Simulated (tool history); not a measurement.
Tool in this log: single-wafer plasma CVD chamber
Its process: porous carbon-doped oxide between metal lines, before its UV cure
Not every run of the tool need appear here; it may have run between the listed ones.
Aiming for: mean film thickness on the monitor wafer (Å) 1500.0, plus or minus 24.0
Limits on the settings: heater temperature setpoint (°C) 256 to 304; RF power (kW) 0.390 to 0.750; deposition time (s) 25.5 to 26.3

run  hour  heater temperature setpoint (°C)  RF power (kW)  deposition time (s)  mean film thickness on the monitor wafer (Å)
  1   0.0                               280          0.570                 25.5                                        1676.3
  2   2.8                               284          0.565                 25.5                                        1625.3
  3  10.0                               284          0.565                 26.3                                        1668.3
  4  11.1                               287          0.565                 26.3                                        1652.1
  5  16.5                               287          0.645                 26.3                                        1757.7
  6  25.2                               276          0.645                 26.3                                        1874.7
  7  30.8                               282          0.625                 26.2                                        1777.9
  8  33.4                               286          0.610                 26.2                                        1712.7
  9  34.7                               290          0.600                 26.2                                        1652.7
 10  41.9                               293          0.595                 26.2                                        1629.0

Exercise: of the 4 proposed moves below, exactly one satisfies all targets within the stated allowed misses. Which move is it?
  A  49.1                               295          0.575                 25.7                                             ?
  B  49.1                               301          0.545                 25.5                                             ?
  C  49.1                               294          0.545                 25.5                                             ?
  D  49.1                               294          0.545                 26.0                                             ?

move  mean film thickness on the monitor wafer (Å)
   A                                        1554.9
   B                                        1455.8
   C                                        1512.2
   D                                        1540.9
A: nearer the targets than the last run, but a result is still out of spec
B: pushes the last run's worst result past its target
C: all results land within tolerance of their targets
D: nearer the targets than the last run, but a result is still out of spec
C meets every target.
